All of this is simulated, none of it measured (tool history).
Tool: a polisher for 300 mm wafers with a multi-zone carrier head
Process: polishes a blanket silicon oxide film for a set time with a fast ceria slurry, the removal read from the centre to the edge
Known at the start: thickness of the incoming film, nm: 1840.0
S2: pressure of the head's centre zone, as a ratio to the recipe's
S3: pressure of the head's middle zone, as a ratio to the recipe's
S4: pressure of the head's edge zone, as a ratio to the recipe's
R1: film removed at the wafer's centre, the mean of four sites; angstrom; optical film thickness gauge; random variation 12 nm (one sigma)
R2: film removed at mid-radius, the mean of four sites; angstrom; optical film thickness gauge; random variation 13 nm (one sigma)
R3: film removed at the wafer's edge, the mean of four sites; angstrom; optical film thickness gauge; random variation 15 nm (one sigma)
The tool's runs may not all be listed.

run 1 hour=0.0 | flow_of_slurry_(ml/min)=190 S2=1.00 S3=1.00 S4=1.00 polishing_time_(s)=66 | R1=7509.9 R2=8012.1 R3=7570.0
run 2 hour=5.5 | flow_of_slurry_(ml/min)=190 S2=1.00 S3=1.00 S4=1.00 polishing_time_(s)=73 | R1=8181.1 R2=8602.5 R3=8683.0
run 3 hour=7.4 | flow_of_slurry_(ml/min)=195 S2=1.00 S3=1.05 S4=1.02 polishing_time_(s)=76 | R1=8586.4 R2=9380.0 R3=9294.4
run 4 hour=15.2 | flow_of_slurry_(ml/min)=205 S2=1.00 S3=1.09 S4=1.03 polishing_time_(s)=78 | R1=9282.7 R2=10179.0 R3=9409.2
run 5 hour=23.7 | flow_of_slurry_(ml/min)=205 S2=1.06 S3=1.09 S4=1.03 polishing_time_(s)=78 | R1=9787.0 R2=10101.0 R3=9269.4
run 6 hour=31.5 | flow_of_slurry_(ml/min)=205 S2=1.06 S3=1.09 S4=1.03 polishing_time_(s)=89 | R1=10833.0 R2=11435.0 R3=11000.0

Run 7 comes next. What will it give?
run 7 hour=36.7 | flow_of_slurry_(ml/min)=195 S2=1.03 S3=1.10 S4=1.02 polishing_time_(s)=89 | R1=? R2=? R3=?

R1: 10347.0 angstrom
R2: 11573.0 angstrom
R3: 11018.0 angstrom
